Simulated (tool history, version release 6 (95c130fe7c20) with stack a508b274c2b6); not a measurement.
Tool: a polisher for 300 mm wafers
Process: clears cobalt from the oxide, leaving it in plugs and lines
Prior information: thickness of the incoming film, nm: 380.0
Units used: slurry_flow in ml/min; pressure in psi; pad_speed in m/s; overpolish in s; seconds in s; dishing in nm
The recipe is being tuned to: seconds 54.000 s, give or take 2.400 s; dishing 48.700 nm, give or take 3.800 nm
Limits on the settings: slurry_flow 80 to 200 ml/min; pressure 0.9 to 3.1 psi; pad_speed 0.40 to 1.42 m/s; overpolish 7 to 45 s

{"run": 1, "hour": 0.0, "slurry_flow": 130, "pressure": 2.0, "pad_speed": 0.9, "overpolish": 23, "seconds": 69.482, "dishing": 53.974}
{"run": 2, "hour": 2.2, "slurry_flow": 130, "pressure": 2.1, "pad_speed": 0.9, "overpolish": 22, "seconds": 65.931, "dishing": 55.526}
{"run": 3, "hour": 5.6, "slurry_flow": 130, "pressure": 2.1, "pad_speed": 0.9, "overpolish": 26, "seconds": 65.665, "dishing": 60.691}
{"run": 4, "hour": 8.0, "slurry_flow": 130, "pressure": 2.1, "pad_speed": 0.9, "overpolish": 24, "seconds": 67.672, "dishing": 59.541}
{"run": 5, "hour": 13.5, "slurry_flow": 130, "pressure": 2.3, "pad_speed": 0.9, "overpolish": 24, "seconds": 62.401, "dishing": 59.848}
{"run": 6, "hour": 19.0, "slurry_flow": 130, "pressure": 2.3, "pad_speed": 0.76, "overpolish": 24, "seconds": 74.865, "dishing": 56.861}
{"run": 7, "hour": 26.4, "slurry_flow": 130, "pressure": 2.3, "pad_speed": 0.76, "overpolish": 24, "seconds": 75.89, "dishing": 54.778}
{"run": 8, "hour": 28.6, "slurry_flow": 130, "pressure": 2.4, "pad_speed": 0.76, "overpolish": 22, "seconds": 70.872, "dishing": 54.526}
{"run": 9, "hour": 29.9, "slurry_flow": 130, "pressure": 2.5, "pad_speed": 0.76, "overpolish": 21, "seconds": 69.609, "dishing": 54.205}
{"run": 10, "hour": 36.0, "slurry_flow": 130, "pressure": 2.6, "pad_speed": 0.76, "overpolish": 20, "seconds": 65.808, "dishing": 53.246}
{"run": 11, "hour": 42.7, "slurry_flow": 145, "pressure": 3.0, "pad_speed": 0.76, "overpolish": 11, "seconds": 59.159, "dishing": 40.588}
{"run": 12, "hour": 46.7, "slurry_flow": 145, "pressure": 3.0, "pad_speed": 0.76, "overpolish": 12, "seconds": 59.381, "dishing": 46.04}

Of the 4 settings listed for the next run, only one would bring every result within its allowed miss of target. Which one?
{"run": "A", "hour": 50.7, "slurry_flow": 120, "pressure": 3.1, "pad_speed": 0.68, "overpolish": 16, "seconds": "?", "dishing": "?"}
{"run": "B", "hour": 50.7, "slurry_flow": 150, "pressure": 3.1, "pad_speed": 0.9, "overpolish": 11, "seconds": "?", "dishing": "?"}
{"run": "C", "hour": 50.7, "slurry_flow": 80, "pressure": 3.0, "pad_speed": 0.78, "overpolish": 13, "seconds": "?", "dishing": "?"}
{"run": "D", "hour": 50.7, "slurry_flow": 165, "pressure": 2.9, "pad_speed": 0.86, "overpolish": 12, "seconds": "?", "dishing": "?"}

move=A seconds=65.227 dishing=49.303
move=B seconds=48.268 dishing=47.371
move=C seconds=62.336 dishing=45.170
move=D seconds=52.562 dishing=47.444
A: the biggest miss grows against the last run
B: carries the result that was furthest off beyond its target, to the other side
C: the biggest miss grows against the last run
D: every result lands within tolerance
The move that meets every target is D.
